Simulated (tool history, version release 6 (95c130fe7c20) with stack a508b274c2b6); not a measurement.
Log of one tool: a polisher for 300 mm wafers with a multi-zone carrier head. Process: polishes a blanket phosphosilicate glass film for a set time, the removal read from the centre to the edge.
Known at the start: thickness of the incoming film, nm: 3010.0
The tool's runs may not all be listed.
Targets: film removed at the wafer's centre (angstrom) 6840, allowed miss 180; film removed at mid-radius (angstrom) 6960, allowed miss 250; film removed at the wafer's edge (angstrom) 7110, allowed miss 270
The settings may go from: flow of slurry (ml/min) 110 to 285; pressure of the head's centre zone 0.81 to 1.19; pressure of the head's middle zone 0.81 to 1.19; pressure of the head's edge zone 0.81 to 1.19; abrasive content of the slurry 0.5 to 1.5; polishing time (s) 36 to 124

run    day  flow of slurry (ml/min)  pressure of the head's centre zone  pressure of the head's middle zone  pressure of the head's edge zone  abrasive content of the slurry  polishing time (s)  film removed at the wafer's centre (angstrom)  film removed at mid-radius (angstrom)  film removed at the wafer's edge (angstrom)
  1      0                      180                                   1                                   1                                 1                               1                  79                                         7979.7                                 8169.3                                       8282.8
  2  0.125                      180                                   1                                   1                                 1                             0.9                  79                                         7665.8                                 7893.5                                       7871.3
  3  0.333                      180                                0.94                                   1                                 1                             0.9                  79                                         7268.4                                 7931.5                                       7939.3
  4  0.675                      180                                0.94                                   1                              0.94                             0.9                  79                                         7333.9                                 8126.6                                       7594.5
  5  1.046                      175                                0.94                                0.99                              0.94                             0.9                  79                                         7228.2                                 8004.9                                       7683.3
  6  1.417                      170                                0.94                                0.98                              0.94                             0.9                  79                                         7261.1                                 7764.2                                       7675.3
  7  1.625                      165                                0.94                                0.98                              0.93                             0.9                  79                                         7300.1                                 7743.5                                       7662.4
  8  1.725                      160                                0.94                                0.98                              0.92                             0.9                  79                                         7163.8                                 7681.7                                       7467.2
  9  1.829                      155                                0.94                                0.98                              0.92                             0.9                  79                                         7095.4                                 7641.5                                       7670.6
 10  2.038                      155                                0.94                                0.98                              0.91                             0.9                  79                                         7167.4                                 7623.3                                         7559
 11  2.196                      150                                0.94                                0.98                               0.9                             0.9                  79                                         7029.4                                 7658.1                                         7452
 12  2.246                      120                                0.96                                0.89                              0.87                            0.85                  79                                           6797                                 6580.6                                         6945

5 next moves are on the table. One of them brings every result within its allowed miss. Which?
  A  2.296                      195                                   1                                0.97                              0.83                            0.95                  67                                              ?                                      ?                                            ?
  B  2.296                      170                                0.91                                0.89                              0.84                             1.1                  72                                              ?                                      ?                                            ?
  C  2.296                      210                                1.03                                0.95                              0.88                             0.7                  75                                              ?                                      ?                                            ?
  D  2.296                      110                                1.03                                0.84                              0.91                            0.75                  83                                              ?                                      ?                                            ?
  E  2.296                      125                                1.04                                 0.9                              0.86                            0.75                  77                                              ?                                      ?                                            ?

move  film removed at the wafer's centre (angstrom)  film removed at mid-radius (angstrom)  film removed at the wafer's edge (angstrom)
   A                                         6826.6                                 6678.3                                       6313.2
   B                                         6954.8                                 6869.7                                       7055.4
   C                                         7172.5                                 6718.4                                       6621.4
   D                                         7213.4                                 6190.3                                         7073
   E                                         6938.6                                 6228.2                                       6499.3
A: further off than the last run
B: meets every target
C: brings the result that was furthest off to its target, and leaves another outside
D: further off than the last run
E: further off than the last run
The right move is B.
